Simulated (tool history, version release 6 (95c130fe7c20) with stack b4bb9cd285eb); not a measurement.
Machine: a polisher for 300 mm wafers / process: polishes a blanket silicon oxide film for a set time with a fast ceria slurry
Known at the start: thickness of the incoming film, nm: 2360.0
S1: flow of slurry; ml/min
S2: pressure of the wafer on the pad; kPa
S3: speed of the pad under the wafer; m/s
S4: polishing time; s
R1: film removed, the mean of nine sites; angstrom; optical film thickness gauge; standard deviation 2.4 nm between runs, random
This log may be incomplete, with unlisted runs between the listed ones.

run  hour   S1    S2    S3  S4      R1
  1   0.0  250  24.1  0.90  19  2878.4
  2   3.8  250  20.0  0.90  19  2448.9
  3   5.9  290  20.0  0.90  19  2413.4
  4   9.6  290  20.0  0.82  19  2248.0
  5  16.1  290  24.8  0.82  19  2732.1
  6  22.5  235  24.8  0.82  19  2703.3
  7  24.0  235  17.9  0.80  19  1998.3

Forecast run 8:
  8  30.7  235  18.6  0.80  19   ?

For run 8 the tool returned R1 2009.9 angstrom.
